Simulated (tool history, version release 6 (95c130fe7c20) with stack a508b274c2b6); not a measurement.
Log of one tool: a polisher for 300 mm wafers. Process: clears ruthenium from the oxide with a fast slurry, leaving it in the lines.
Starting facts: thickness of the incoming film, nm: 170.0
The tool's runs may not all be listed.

run,day,flow of slurry (ml/min),pressure of the wafer on the pad (psi),speed of the pad under the wafer (cm/s),abrasive content of the slurry,overpolish time after the end point (s),time until the end point was called (s),dishing of a wide line in a test structure (angstrom)
1,0.000,210,2.2,96,1.00,10,67.466,224.440
2,0.321,210,2.1,94,1.00,9,68.960,191.240
3,0.433,235,2.1,94,1.00,9,68.453,189.950
4,0.579,235,1.9,94,1.00,9,75.700,176.410
5,0.821,250,1.9,90,1.05,8,77.092,158.990
6,1.029,260,1.9,92,1.00,7,77.926,140.640
7,1.171,260,1.9,92,1.00,7,77.834,139.290
8,1.483,270,1.9,94,0.95,6,76.677,118.360
9,1.525,280,1.9,94,0.90,6,77.955,117.000
10,1.683,285,1.9,96,0.85,6,78.441,116.050
11,2.033,290,1.9,98,0.80,6,80.501,114.450
12,2.246,295,2.0,96,0.75,6,82.591,113.110
13,2.333,300,1.9,102,0.70,6,86.384,109.550
14,2.608,300,1.9,102,0.70,6,84.529,110.540
15,2.654,305,1.7,102,0.70,3,93.910,50.526
16,2.942,300,1.7,104,0.70,3,90.756,51.602
17,3.058,300,1.7,106,0.70,3,89.754,52.827
18,3.425,300,1.7,108,0.70,3,89.102,54.249

Run 19 comes next. What will it give?
19,3.471,295,1.7,110,0.70,3,?,?

For run 19 the tool returned time until the end point was called (s) 87.894, dishing of a wide line in a test structure (angstrom) 54.623.
